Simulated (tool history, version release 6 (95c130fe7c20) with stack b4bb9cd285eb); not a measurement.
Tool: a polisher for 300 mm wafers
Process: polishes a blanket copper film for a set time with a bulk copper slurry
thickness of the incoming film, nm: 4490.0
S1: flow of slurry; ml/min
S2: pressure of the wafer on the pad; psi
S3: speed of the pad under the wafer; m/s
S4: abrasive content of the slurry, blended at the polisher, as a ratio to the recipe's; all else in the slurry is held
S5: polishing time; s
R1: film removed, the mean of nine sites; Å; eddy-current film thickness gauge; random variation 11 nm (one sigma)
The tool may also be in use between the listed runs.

| run | hour | S1 | S2 | S3 | S4 | S5 | R1 |
|---|---|---|---|---|---|---|---|
| 1 | 0.0 | 290 | 2.6 | 1.10 | 1.0 | 89 | 8428.1 |
| 2 | 8.5 | 290 | 2.6 | 0.84 | 1.0 | 89 | 6459.8 |
| 3 | 15.3 | 290 | 2.6 | 0.62 | 1.0 | 89 | 4815.2 |
| 4 | 20.2 | 290 | 2.8 | 0.66 | 1.0 | 89 | 5523.3 |
| 5 | 23.8 | 290 | 3.0 | 0.70 | 1.0 | 89 | 6226.7 |
| 6 | 30.1 | 290 | 3.0 | 0.60 | 1.0 | 89 | 5279.6 |
| 7 | 32.6 | 290 | 3.1 | 0.66 | 1.0 | 89 | 6164.6 |
| 8 | 33.2 | 290 | 3.2 | 0.70 | 1.0 | 89 | 6612.4 |
| 9 | 41.1 | 290 | 3.3 | 0.74 | 1.0 | 89 | 7268.3 |
| 10 | 42.1 | 290 | 3.4 | 0.76 | 1.0 | 89 | 7574.5 |
| 11 | 47.4 | 290 | 3.5 | 0.78 | 1.0 | 89 | 7849.0 |
| 12 | 53.5 | 290 | 3.5 | 0.78 | 1.0 | 89 | 8052.1 |
| 13 | 54.4 | 290 | 3.6 | 0.80 | 1.0 | 89 | 8347.4 |

Run 14 comes next. What will it give?
| 14 | 55.6 | 290 | 3.7 | 0.82 | 1.0 | 89 | ? |

{"run 14": {"R1": 8809.9}}

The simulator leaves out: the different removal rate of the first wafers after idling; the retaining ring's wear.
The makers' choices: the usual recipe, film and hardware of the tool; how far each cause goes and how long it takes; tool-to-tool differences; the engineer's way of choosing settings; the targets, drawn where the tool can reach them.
